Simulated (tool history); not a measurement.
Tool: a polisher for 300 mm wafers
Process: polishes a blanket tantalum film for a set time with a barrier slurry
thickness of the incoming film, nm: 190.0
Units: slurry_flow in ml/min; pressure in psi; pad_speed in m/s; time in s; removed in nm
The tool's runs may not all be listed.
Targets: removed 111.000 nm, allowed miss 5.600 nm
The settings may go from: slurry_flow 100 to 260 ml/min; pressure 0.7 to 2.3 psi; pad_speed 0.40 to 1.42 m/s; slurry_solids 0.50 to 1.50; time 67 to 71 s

run    day  slurry_flow  pressure  pad_speed  slurry_solids  time  removed
  1  0.000          165       1.5       0.90           1.00    67   64.918
  2  0.096          165       1.5       0.90           1.00    67   65.072
  3  0.462          165       1.7       0.90           1.00    67   71.071
  4  0.829          165       1.8       0.92           1.00    67   78.966
  5  1.196          165       1.6       0.92           1.00    67   68.796
  6  1.333          165       1.7       0.92           1.00    67   75.469
  7  1.538          165       1.8       0.92           1.00    67   78.115
  8  1.738          165       1.9       0.92           1.00    67   83.924
  9  2.075          165       2.1       0.94           1.00    67   90.277
 10  2.317          165       2.1       0.96           1.00    67   93.593
 11  2.679          165       2.2       1.00           1.00    67  102.530

5 next moves are on the table. One of them brings every result within its allowed miss. Which?
  A  3.042          160       2.1       0.94           0.95    67        ?
  B  3.042          105       2.3       0.92           1.10    71        ?
  C  3.042          155       2.1       0.98           0.90    71        ?
  D  3.042          210       1.9       0.94           0.90    71        ?
  E  3.042          180       2.3       1.06           0.90    68        ?

move  removed
   A   88.238
   B   95.020
   C   94.751
   D   86.926
   E  109.170
A: further off than the last run
B: further off than the last run
C: further off than the last run
D: further off than the last run
E: meets every target
Move E is the one to make.
